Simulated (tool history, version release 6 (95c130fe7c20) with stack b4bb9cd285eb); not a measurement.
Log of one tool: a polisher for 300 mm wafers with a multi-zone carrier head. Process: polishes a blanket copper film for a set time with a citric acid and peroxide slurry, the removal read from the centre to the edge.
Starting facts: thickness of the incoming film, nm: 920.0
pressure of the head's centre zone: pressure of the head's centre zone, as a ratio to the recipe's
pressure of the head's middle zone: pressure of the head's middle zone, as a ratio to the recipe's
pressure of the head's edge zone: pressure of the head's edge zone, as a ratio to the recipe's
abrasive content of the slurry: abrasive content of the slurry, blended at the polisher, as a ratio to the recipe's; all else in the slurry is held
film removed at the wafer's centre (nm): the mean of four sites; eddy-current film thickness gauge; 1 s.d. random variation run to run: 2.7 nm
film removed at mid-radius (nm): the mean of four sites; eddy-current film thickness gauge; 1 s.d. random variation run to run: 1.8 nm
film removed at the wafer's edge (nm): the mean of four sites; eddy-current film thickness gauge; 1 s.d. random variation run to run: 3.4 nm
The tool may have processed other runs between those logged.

run  hour  flow of slurry (ml/min)  pressure of the head's centre zone  pressure of the head's middle zone  pressure of the head's edge zone  abrasive content of the slurry  polishing time (s)  film removed at the wafer's centre (nm)  film removed at mid-radius (nm)  film removed at the wafer's edge (nm)
  1   0.0                      180                                1.00                                1.00                              1.00                            1.00                  47                                   143.46                           141.45                                 140.80
  2   4.5                      180                                1.04                                1.00                              1.00                            1.00                  47                                   146.65                           141.68                                 140.13
  3   9.5                      180                                1.04                                1.00                              1.00                            0.85                  47                                   141.84                           134.95                                 134.30
  4  14.4                      180                                1.04                                1.00                              1.04                            0.85                  47                                   141.54                           135.91                                 132.98
  5  19.0                      180                                1.09                                1.00                              1.04                            0.85                  47                                   148.77                           135.79                                 139.94
     20.1  -- worn pad replaced by a new one
  6  20.1                      200                                1.11                                1.04                              1.03                            1.00                  50                                   178.00                           166.14                                 161.39
  7  26.5                      250                                1.18                                1.14                              1.13                            1.25                  56                                   228.33                           215.31                                 204.75
  8  34.0                      255                                1.18                                1.15                              1.13                            1.30                  57                                   237.59                           222.57                                 213.41
  9  34.8                      260                                1.17                                1.16                              1.12                            1.35                  58                                   245.55                           228.36                                 214.70

Predict the results of run 10:
 10  36.4                      260                                1.16                                1.17                              1.12                            1.35                  60                                        ?                                ?                                      ?

For run 10 the tool returned film removed at the wafer's centre (nm) 249.49, film removed at mid-radius (nm) 239.49, film removed at the wafer's edge (nm) 227.24.

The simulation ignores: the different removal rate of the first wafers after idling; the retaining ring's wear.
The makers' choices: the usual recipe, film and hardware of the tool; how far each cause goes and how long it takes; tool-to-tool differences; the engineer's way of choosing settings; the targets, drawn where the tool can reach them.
